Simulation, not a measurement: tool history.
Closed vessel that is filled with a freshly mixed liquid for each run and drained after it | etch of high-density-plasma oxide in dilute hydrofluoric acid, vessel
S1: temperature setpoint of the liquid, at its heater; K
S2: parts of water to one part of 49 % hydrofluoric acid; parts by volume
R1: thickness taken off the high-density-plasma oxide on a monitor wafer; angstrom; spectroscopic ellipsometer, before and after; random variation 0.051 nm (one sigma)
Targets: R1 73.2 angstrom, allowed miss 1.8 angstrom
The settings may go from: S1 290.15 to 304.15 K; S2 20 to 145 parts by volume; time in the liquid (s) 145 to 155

{"run": 1, "day": 0.0, "S1": 296.15, "S2": 80, "time in the liquid (s)": 145, "R1": 129.41}
{"run": 2, "day": 0.233, "S1": 296.15, "S2": 80, "time in the liquid (s)": 145, "R1": 128.29}
{"run": 3, "day": 0.479, "S1": 296.15, "S2": 80, "time in the liquid (s)": 155, "R1": 138.65}
{"run": 4, "day": 0.771, "S1": 296.15, "S2": 55, "time in the liquid (s)": 155, "R1": 203.89}
{"run": 5, "day": 0.812, "S1": 296.15, "S2": 55, "time in the liquid (s)": 155, "R1": 206.26}
{"run": 6, "day": 0.875, "S1": 296.15, "S2": 30, "time in the liquid (s)": 155, "R1": 393.48}
{"run": 7, "day": 0.967, "S1": 294.65, "S2": 45, "time in the liquid (s)": 155, "R1": 240.64}
{"run": 8, "day": 0.996, "S1": 290.65, "S2": 75, "time in the liquid (s)": 155, "R1": 117.41}
{"run": 9, "day": 1.208, "S1": 290.65, "S2": 80, "time in the liquid (s)": 155, "R1": 108.84}
{"run": 10, "day": 1.338, "S1": 290.65, "S2": 85, "time in the liquid (s)": 155, "R1": 101.92}
{"run": 11, "day": 1.429, "S1": 290.65, "S2": 85, "time in the liquid (s)": 155, "R1": 102.94}

Which of these 5 next moves meets every target?
{"run": "A", "day": 1.521, "S1": 291.15, "S2": 65, "time in the liquid (s)": 155, "R1": "?"}
{"run": "B", "day": 1.521, "S1": 292.65, "S2": 65, "time in the liquid (s)": 155, "R1": "?"}
{"run": "C", "day": 1.521, "S1": 291.65, "S2": 65, "time in the liquid (s)": 155, "R1": "?"}
{"run": "D", "day": 1.521, "S1": 294.65, "S2": 60, "time in the liquid (s)": 155, "R1": "?"}
{"run": "E", "day": 1.521, "S1": 290.15, "S2": 110, "time in the liquid (s)": 150, "R1": "?"}

move=A R1=137.92
move=B R1=146.99
move=C R1=140.89
move=D R1=174.21
move=E R1=72.037
A: further off than the last run
B: further off than the last run
C: further off than the last run
D: further off than the last run
E: meets every target
Answer: E
